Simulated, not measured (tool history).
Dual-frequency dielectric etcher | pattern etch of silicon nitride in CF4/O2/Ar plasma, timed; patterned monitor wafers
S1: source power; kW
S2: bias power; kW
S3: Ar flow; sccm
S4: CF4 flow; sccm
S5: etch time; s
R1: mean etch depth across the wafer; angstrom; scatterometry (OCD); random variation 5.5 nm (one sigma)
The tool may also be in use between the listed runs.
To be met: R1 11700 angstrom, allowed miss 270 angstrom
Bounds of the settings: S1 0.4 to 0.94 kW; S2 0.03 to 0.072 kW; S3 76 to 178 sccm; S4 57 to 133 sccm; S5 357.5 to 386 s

run 1 hour=0 | S1=0.67 S2=0.051 S3=127 S4=95 S5=386 | R1=10378
run 2 hour=3.1 | S1=0.67 S2=0.044 S3=127 S4=95 S5=386 | R1=9899.4
run 3 hour=5.9 | S1=0.67 S2=0.04 S3=127 S4=95 S5=386 | R1=9537.1
run 4 hour=12.9 | S1=0.67 S2=0.04 S3=127 S4=109 S5=386 | R1=9755.5
run 5 hour=21.1 | S1=0.69 S2=0.04 S3=127 S4=109 S5=386 | R1=9966.2
run 6 hour=26 | S1=0.69 S2=0.032 S3=127 S4=109 S5=386 | R1=9279.9
-- hour=32.5 source power generator calibrated
run 7 hour=32.5 | S1=0.69 S2=0.032 S3=127 S4=109 S5=386 | R1=8907.6
run 8 hour=41.1 | S1=0.73 S2=0.032 S3=127 S4=109 S5=386 | R1=9441.7
run 9 hour=42.3 | S1=0.76 S2=0.032 S3=127 S4=109 S5=386 | R1=9805.2

5 next moves are on the table. One of them brings every result within its allowed miss. Which?
run A hour=43.5 | S1=0.84 S2=0.045 S3=100 S4=121 S5=386 | R1=?
run B hour=43.5 | S1=0.82 S2=0.041 S3=140 S4=92 S5=386 | R1=?
run C hour=43.5 | S1=0.85 S2=0.047 S3=117 S4=87 S5=386 | R1=?
run D hour=43.5 | S1=0.85 S2=0.031 S3=125 S4=114 S5=386 | R1=?
run E hour=43.5 | S1=0.92 S2=0.031 S3=142 S4=121 S5=386 | R1=?

move=A R1=12538
move=B R1=11102
move=C R1=12216
move=D R1=10962
move=E R1=11744
A: takes the result that was furthest off past its target
B: nearer than the last run, and not there yet
C: takes the result that was furthest off past its target
D: nearer than the last run, and not there yet
E: meets every target
Move E is the one to make.
